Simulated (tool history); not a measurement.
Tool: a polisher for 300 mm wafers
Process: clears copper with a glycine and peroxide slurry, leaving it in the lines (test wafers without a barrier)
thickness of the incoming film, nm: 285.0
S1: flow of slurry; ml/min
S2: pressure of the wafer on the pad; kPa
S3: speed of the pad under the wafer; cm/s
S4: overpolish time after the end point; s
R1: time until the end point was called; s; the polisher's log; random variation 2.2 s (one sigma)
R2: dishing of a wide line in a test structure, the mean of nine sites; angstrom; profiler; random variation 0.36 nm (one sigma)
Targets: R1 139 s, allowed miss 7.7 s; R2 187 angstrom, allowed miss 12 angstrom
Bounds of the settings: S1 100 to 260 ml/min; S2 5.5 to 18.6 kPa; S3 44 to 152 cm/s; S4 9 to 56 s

run	hour	S1	S2	S3	S4	R1	R2
1	0	165	11.7	98	29	88.892	525.25
2	8.8	165	11.7	80	29	103.09	471.8
3	9.8	160	10.3	82	25	107.64	402.43
4	12.2	150	9.7	82	22	116.47	332.55
5	16.2	150	9.7	82	31	115.45	455.69
6	23.5	150	9.7	62	31	139.39	401.47
7	28.5	145	9	66	27	138.1	345.7
8	33	145	9	68	23	139.52	304.8
9	34.8	140	9	70	20	137.62	267.71
10	38.6	140	9	70	18	134.08	240.39
11	42.3	135	9	70	17	138.13	232.59
12	51.1	135	9	70	16	133.16	214.47

5 next moves are on the table. One of them brings every result within its allowed miss. Which?
A	59.9	110	8.3	86	19	?	?
B	59.9	150	6.9	76	21	?	?
C	59.9	110	8.3	68	21	?	?
D	59.9	140	7.6	80	14	?	?
E	59.9	130	9.7	76	15	?	?

move	R1	R2
A	132.51	258.55
B	148.06	256.6
C	152.83	250.55
D	137.9	188.47
E	124.59	221.48
A: further off than the last run
B: further off than the last run
C: further off than the last run
D: meets every target
E: further off than the last run
Move D is the one to make.
